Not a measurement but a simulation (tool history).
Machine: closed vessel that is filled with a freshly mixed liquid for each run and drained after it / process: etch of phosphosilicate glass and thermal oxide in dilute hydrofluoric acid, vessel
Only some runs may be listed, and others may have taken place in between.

| run | hour | temperature setpoint of the liquid (°C) | parts of water to one part of 49 % hydrofluoric acid (parts by volume) | time in the liquid (s) | thickness taken off the phosphosilicate glass on a monitor wafer (angstrom) | thickness taken off the thermal oxide on a monitor wafer (angstrom) |
|---|---|---|---|---|---|---|
| 1 | 0 | 22 | 60 | 60 | 855.5 | 46.731 |
| 2 | 3.6 | 24 | 60 | 60 | 936.8 | 50.683 |
| 3 | 12.4 | 26 | 60 | 60 | 1011 | 54.063 |
| 4 | 16.1 | 26.5 | 60 | 60 | 1040.2 | 56.565 |
| 5 | 17.3 | 26.5 | 60 | 85 | 1462.6 | 78.387 |
| 6 | 26.5 | 26.5 | 60 | 95 | 1637 | 89.836 |
| 7 | 35.4 | 25 | 60 | 95 | 1557.2 | 83.944 |
| 8 | 39 | 23.5 | 60 | 95 | 1480 | 78.323 |
| 9 | 45.7 | 23 | 60 | 95 | 1429.9 | 76.258 |
| 10 | 49.3 | 22.5 | 60 | 95 | 1393.9 | 76.188 |

Run 11 comes next. What will it give?
| 11 | 57.4 | 22 | 60 | 95 | ? | ? |

thickness taken off the phosphosilicate glass on a monitor wafer (angstrom): 1376.5
thickness taken off the thermal oxide on a monitor wafer (angstrom): 73.304
